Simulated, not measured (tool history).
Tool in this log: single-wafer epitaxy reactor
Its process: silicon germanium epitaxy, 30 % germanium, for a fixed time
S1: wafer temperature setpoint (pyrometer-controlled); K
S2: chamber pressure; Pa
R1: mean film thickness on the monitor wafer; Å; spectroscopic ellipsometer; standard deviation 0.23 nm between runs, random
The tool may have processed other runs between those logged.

run  hour      S1    S2      R1
  1     0  868.15  2066  507.48
  2   8.5  864.15  2066  467.66
  3  13.9  862.15  2066  448.76
  4  19.5  868.15  2066  506.47
  5  26.2  865.15  2066  475.55
  6  30.4  875.15  2066  586.47
  7  35.5  871.15  2053  539.65
  8  37.3  868.15  2053  501.98
  9  45.8  866.15  2053  489.47

Run 10 is up next; what results do you expect?
 10  48.6  864.15  2053   ?

R1: 463.99 Å

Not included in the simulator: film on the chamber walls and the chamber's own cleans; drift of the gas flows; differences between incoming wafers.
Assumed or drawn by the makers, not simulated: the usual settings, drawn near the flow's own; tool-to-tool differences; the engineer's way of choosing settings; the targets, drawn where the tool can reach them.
